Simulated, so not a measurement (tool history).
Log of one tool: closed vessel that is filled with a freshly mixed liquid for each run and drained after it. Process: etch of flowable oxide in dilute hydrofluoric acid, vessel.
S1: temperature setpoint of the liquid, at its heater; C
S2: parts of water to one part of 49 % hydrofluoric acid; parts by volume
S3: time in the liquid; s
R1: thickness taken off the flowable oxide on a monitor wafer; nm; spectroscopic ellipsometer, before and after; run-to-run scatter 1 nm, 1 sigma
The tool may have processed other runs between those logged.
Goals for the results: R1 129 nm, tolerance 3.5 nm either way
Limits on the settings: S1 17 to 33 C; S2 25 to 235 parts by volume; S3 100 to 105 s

run 1 day=0 | S1=25 S2=130 S3=100 | R1=47.175
run 2 day=0.054 | S1=25 S2=165 S3=100 | R1=35.856
run 3 day=0.271 | S1=25 S2=135 S3=100 | R1=45.451
run 4 day=0.454 | S1=25 S2=160 S3=100 | R1=36.744
run 5 day=0.712 | S1=21.5 S2=160 S3=100 | R1=32.251
run 6 day=0.954 | S1=21.5 S2=160 S3=100 | R1=32.031
run 7 day=1.171 | S1=24 S2=130 S3=100 | R1=45.701
run 8 day=1.383 | S1=24 S2=130 S3=100 | R1=44.921
run 9 day=1.554 | S1=26 S2=105 S3=100 | R1=63.709
run 10 day=1.6 | S1=27.5 S2=95 S3=100 | R1=73.555
run 11 day=1.688 | S1=29 S2=85 S3=100 | R1=89.648
run 12 day=1.783 | S1=33 S2=65 S3=100 | R1=140.34

Which one of the following 4 next-run settings gets every result inside its allowed miss? There is exactly one.
run A day=1.879 | S1=33 S2=60 S3=100 | R1=?
run B day=1.879 | S1=31.5 S2=70 S3=105 | R1=?
run C day=1.879 | S1=33 S2=60 S3=105 | R1=?
run D day=1.879 | S1=33 S2=65 S3=105 | R1=?

move=A R1=154.91
move=B R1=129.63
move=C R1=162.65
move=D R1=148.93
A: misses by more than the last run did
B: every result within its allowed miss
C: misses by more than the last run did
D: misses by more than the last run did
Correct choice: B, which meets every target
